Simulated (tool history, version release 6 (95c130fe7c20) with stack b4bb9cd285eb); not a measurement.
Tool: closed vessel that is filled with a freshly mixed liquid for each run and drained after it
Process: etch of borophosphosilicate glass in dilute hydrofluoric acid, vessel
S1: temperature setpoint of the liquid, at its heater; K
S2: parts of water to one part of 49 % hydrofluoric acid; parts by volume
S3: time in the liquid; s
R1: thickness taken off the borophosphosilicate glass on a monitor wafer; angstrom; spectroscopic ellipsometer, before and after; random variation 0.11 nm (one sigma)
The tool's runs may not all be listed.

run 1 hour=0 | S1=296.15 S2=235 S3=75 | R1=119.88
run 2 hour=2.8 | S1=296.15 S2=235 S3=75 | R1=120.97
run 3 hour=9.6 | S1=296.15 S2=270 S3=75 | R1=100.52
run 4 hour=18.4 | S1=298.15 S2=260 S3=75 | R1=112.13
run 5 hour=19.9 | S1=298.15 S2=260 S3=60 | R1=89.459
run 6 hour=22.9 | S1=298.15 S2=260 S3=60 | R1=91.329
run 7 hour=25 | S1=298.15 S2=230 S3=60 | R1=106.26
run 8 hour=31 | S1=298.15 S2=205 S3=60 | R1=120.36
run 9 hour=37.5 | S1=298.15 S2=190 S3=60 | R1=134.19

Forecast run 10:
run 10 hour=42.8 | S1=298.15 S2=180 S3=60 | R1=?

Run 10 gave R1 142.55 angstrom.
